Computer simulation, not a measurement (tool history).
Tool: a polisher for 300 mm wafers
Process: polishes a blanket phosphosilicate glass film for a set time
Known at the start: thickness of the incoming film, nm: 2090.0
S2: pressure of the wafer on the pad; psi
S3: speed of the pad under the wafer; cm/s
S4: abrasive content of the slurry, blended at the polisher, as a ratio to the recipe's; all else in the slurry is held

{"run": 1, "day": 0.0, "flow of slurry (ml/min)": 230, "S2": 2, "S3": 78, "S4": 1, "polishing time (s)": 42, "film removed (angstrom)": 2113}
{"run": 2, "day": 0.317, "flow of slurry (ml/min)": 230, "S2": 1.8, "S3": 78, "S4": 1, "polishing time (s)": 42, "film removed (angstrom)": 1837.8}
{"run": 3, "day": 0.512, "flow of slurry (ml/min)": 230, "S2": 1.8, "S3": 68, "S4": 1, "polishing time (s)": 42, "film removed (angstrom)": 1640.1}
{"run": 4, "day": 0.538, "flow of slurry (ml/min)": 230, "S2": 2.2, "S3": 68, "S4": 1, "polishing time (s)": 42, "film removed (angstrom)": 2004.3}
{"run": 5, "day": 0.804, "flow of slurry (ml/min)": 230, "S2": 2.2, "S3": 86, "S4": 1, "polishing time (s)": 42, "film removed (angstrom)": 2446.9}
{"run": 6, "day": 0.983, "flow of slurry (ml/min)": 255, "S2": 2.2, "S3": 86, "S4": 1, "polishing time (s)": 42, "film removed (angstrom)": 2509.5}
{"run": 7, "day": 1.1, "flow of slurry (ml/min)": 255, "S2": 2, "S3": 86, "S4": 1, "polishing time (s)": 42, "film removed (angstrom)": 2259.8}
{"run": 8, "day": 1.417, "flow of slurry (ml/min)": 255, "S2": 1.8, "S3": 86, "S4": 1, "polishing time (s)": 42, "film removed (angstrom)": 2032.2}
{"run": 9, "day": 1.762, "flow of slurry (ml/min)": 255, "S2": 1.7, "S3": 86, "S4": 1, "polishing time (s)": 42, "film removed (angstrom)": 1908}
{"run": 10, "day": 1.888, "flow of slurry (ml/min)": 255, "S2": 1.7, "S3": 86, "S4": 1, "polishing time (s)": 42, "film removed (angstrom)": 1946.1}
{"run": 11, "day": 2.004, "flow of slurry (ml/min)": 255, "S2": 1.6, "S3": 86, "S4": 1, "polishing time (s)": 42, "film removed (angstrom)": 1836.6}

The next listed run, before its measurement:
{"run": 12, "day": 2.283, "flow of slurry (ml/min)": 255, "S2": 1, "S3": 84, "S4": 1, "polishing time (s)": 42, "film removed (angstrom)": "?"}

film removed (angstrom): 1111.6

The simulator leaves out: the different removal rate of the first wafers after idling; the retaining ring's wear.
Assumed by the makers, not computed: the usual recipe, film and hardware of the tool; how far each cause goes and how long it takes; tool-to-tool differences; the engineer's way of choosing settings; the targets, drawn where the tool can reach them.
